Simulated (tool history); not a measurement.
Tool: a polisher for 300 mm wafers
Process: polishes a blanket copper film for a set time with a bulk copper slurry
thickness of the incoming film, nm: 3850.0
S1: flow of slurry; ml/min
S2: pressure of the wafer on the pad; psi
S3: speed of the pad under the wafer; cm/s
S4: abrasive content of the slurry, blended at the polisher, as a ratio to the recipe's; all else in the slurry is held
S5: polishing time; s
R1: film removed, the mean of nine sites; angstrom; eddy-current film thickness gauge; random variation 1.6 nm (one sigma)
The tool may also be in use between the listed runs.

| run | hour | S1 | S2 | S3 | S4 | S5 | R1 |
|---|---|---|---|---|---|---|---|
| 1 | 0.0 | 300 | 1.7 | 126 | 1.00 | 53 | 3488.9 |
| 2 | 5.6 | 300 | 1.7 | 126 | 1.00 | 56 | 3591.9 |
| 3 | 6.1 | 300 | 1.7 | 106 | 1.00 | 56 | 3094.3 |
| 4 | 13.3 | 300 | 1.7 | 106 | 1.15 | 56 | 3167.2 |
| 5 | 19.4 | 300 | 1.5 | 104 | 1.15 | 56 | 2789.5 |
| 6 | 23.1 | 300 | 1.3 | 102 | 1.15 | 56 | 2336.7 |
| 7 | 27.6 | 300 | 1.2 | 102 | 1.15 | 56 | 2167.9 |
| 8 | 34.1 | 300 | 1.1 | 102 | 1.15 | 56 | 1997.7 |

Run 9 comes next. What will it give?
| 9 | 35.9 | 300 | 0.9 | 102 | 1.15 | 56 | ? |

{"run 9": {"R1": 1639.7}}
